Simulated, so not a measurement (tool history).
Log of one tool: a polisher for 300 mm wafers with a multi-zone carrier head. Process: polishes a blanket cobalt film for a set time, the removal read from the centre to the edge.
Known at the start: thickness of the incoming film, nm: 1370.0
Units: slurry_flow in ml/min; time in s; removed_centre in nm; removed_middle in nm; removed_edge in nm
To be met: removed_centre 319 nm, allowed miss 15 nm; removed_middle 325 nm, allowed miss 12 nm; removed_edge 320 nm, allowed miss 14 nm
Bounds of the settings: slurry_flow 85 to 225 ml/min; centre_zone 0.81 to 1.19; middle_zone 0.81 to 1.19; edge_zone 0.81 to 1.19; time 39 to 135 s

run  hour  slurry_flow  centre_zone  middle_zone  edge_zone  time  removed_centre  removed_middle  removed_edge
  1     0          145            1            1          1    87          391.56          392.03        382.54
  2     1          135         0.98         0.98       0.96    84          366.04          361.92        355.19
  3   2.3          135         0.98         0.98       1.02    84          364.06          362.58        366.45
  4   3.9          135         0.98         0.98        1.1    84          350.23          359.22        378.38
  5     7          115         0.98         0.98        1.1    84          343.74          345.55        376.51
  6   9.3          115         0.98         1.01        1.1    84           343.9          357.83        370.61
  7  15.9          105            1         1.01          1    76          308.54          311.21         311.8
     18.6  -- edge zone pressure recalibrated
  8  18.6          105            1         1.01          1    76           304.5          310.07        317.08

Which of these 4 next moves meets every target?
  A  21.3          105         1.02         1.04       0.95    77               ?               ?             ?
  B  21.3          130         1.19            1       0.91    68               ?               ?             ?
  C  21.3          125         0.98         1.15       0.93    70               ?               ?             ?
  D  21.3          120         1.03         0.99       1.02    72               ?               ?             ?

move  removed_centre  removed_middle  removed_edge
   A          324.08          327.08        317.36
   B          357.84          296.32        286.42
   C          299.87          340.67        295.18
   D          319.97          304.98        315.59
A: meets every target
B: further off than the last run
C: takes the result that was furthest off past its target
D: further off than the last run
Answer: A

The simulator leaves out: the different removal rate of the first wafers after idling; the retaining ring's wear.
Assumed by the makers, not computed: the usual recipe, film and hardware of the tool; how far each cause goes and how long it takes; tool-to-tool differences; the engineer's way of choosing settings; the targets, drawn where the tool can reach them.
